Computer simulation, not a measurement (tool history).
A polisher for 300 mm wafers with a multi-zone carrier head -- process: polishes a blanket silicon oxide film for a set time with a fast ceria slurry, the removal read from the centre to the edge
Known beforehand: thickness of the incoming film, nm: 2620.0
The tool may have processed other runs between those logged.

| run | day | flow of slurry (ml/min) | pressure of the head's centre zone | pressure of the head's middle zone | pressure of the head's edge zone | polishing time (s) | film removed at the wafer's centre (nm) | film removed at mid-radius (nm) | film removed at the wafer's edge (nm) |
|---|---|---|---|---|---|---|---|---|---|
| 1 | 0.000 | 250 | 1.00 | 1.00 | 1.00 | 48 | 532.16 | 494.58 | 510.65 |
| 2 | 0.025 | 255 | 0.97 | 1.01 | 1.05 | 51 | 556.75 | 537.28 | 556.54 |
| 3 | 0.296 | 255 | 0.89 | 1.01 | 1.05 | 51 | 508.45 | 545.52 | 557.67 |
| 4 | 0.442 | 255 | 0.81 | 1.01 | 1.05 | 51 | 460.83 | 541.26 | 557.65 |
| 5 | 0.604 | 255 | 0.81 | 1.01 | 1.12 | 51 | 456.41 | 549.78 | 572.07 |
|  | 0.792 | centre zone pressure recalibrated |
| 6 | 0.792 | 300 | 0.81 | 1.01 | 1.12 | 51 | 434.18 | 548.00 | 585.44 |

Run 7 comes next. What will it give?
| 7 | 0.846 | 305 | 0.86 | 1.01 | 1.13 | 53 | ? | ? | ? |

{"run 7": {"film removed at the wafer's centre (nm)": 480.62, "film removed at mid-radius (nm)": 571.54, "film removed at the wafer's edge (nm)": 607.88}}

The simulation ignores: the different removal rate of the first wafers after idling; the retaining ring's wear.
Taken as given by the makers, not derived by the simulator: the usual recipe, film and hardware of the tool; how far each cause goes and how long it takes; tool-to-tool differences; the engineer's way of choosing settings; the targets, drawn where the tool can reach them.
